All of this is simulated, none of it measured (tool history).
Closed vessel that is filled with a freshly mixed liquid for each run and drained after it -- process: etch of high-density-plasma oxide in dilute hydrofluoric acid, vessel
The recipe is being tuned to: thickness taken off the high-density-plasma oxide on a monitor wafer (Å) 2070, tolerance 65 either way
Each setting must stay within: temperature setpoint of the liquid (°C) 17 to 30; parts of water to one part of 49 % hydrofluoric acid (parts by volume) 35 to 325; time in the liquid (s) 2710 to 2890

run	hour	temperature setpoint of the liquid (°C)	parts of water to one part of 49 % hydrofluoric acid (parts by volume)	time in the liquid (s)	thickness taken off the high-density-plasma oxide on a monitor wafer (Å)
1	0	22	180	2710	1164.3
2	3.8	23	175	2710	1248.9
3	7.9	21	175	2710	1167.1
4	16.3	22	170	2710	1254.1
5	17.9	23	165	2710	1360
6	24.4	24	160	2710	1451.7
7	32.3	25	155	2710	1560.8
8	34.8	25.5	150	2710	1674.6

4 candidate next runs follow, results not yet known. Just one meets every target within its allowed miss. Identify it.
A	37.3	27	120	2800	?
B	37.3	26	165	2710	?
C	37.3	24.5	120	2710	?
D	37.3	26	120	2790	?

move	thickness taken off the high-density-plasma oxide on a monitor wafer (Å)
A	2340.4
B	1505.1
C	2056.9
D	2244.4
A: the result that was furthest off in the last run now lies on the other side of its target
B: the biggest miss grows against the last run
C: all results land within tolerance of their targets
D: the result that was furthest off in the last run now lies on the other side of its target
So the answer is move C, the one that meets all the targets.
